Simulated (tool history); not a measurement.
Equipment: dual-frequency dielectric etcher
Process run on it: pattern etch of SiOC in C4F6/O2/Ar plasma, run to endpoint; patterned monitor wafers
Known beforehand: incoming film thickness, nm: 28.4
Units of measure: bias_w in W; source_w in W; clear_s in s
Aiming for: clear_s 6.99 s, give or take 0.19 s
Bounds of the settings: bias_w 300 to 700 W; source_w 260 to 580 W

run	hour	bias_w	source_w	clear_s
1	0	500	420	7.9318
2	6.9	525	430	7.7299
3	13.8	445	430	8.2391
4	17.6	364	430	8.8418
5	21	320	430	9.2337
6	29.2	399	430	8.5685
7	31.1	436	440	8.2317
8	34.9	466	450	8.0097
9	36	492	460	7.7957
10	40.6	513	470	7.5156
11	48.3	526	470	7.6467
12	50.7	613	550	6.7718
13	52.5	606	550	6.7166

5 candidate next runs follow, results not yet known. Just one meets every target within its allowed miss. Identify it.
A	54.3	643	570	?
B	54.3	538	560	?
C	54.3	617	570	?
D	54.3	631	570	?
E	54.3	666	550	?

move	clear_s
A	6.5674
B	7.0588
C	6.6691
D	6.6137
E	6.5655
A: moves away from the targets compared with the last run
B: each result inside its tolerance
C: moves away from the targets compared with the last run
D: moves away from the targets compared with the last run
E: moves away from the targets compared with the last run
So the answer is move B, the one that meets all the targets.
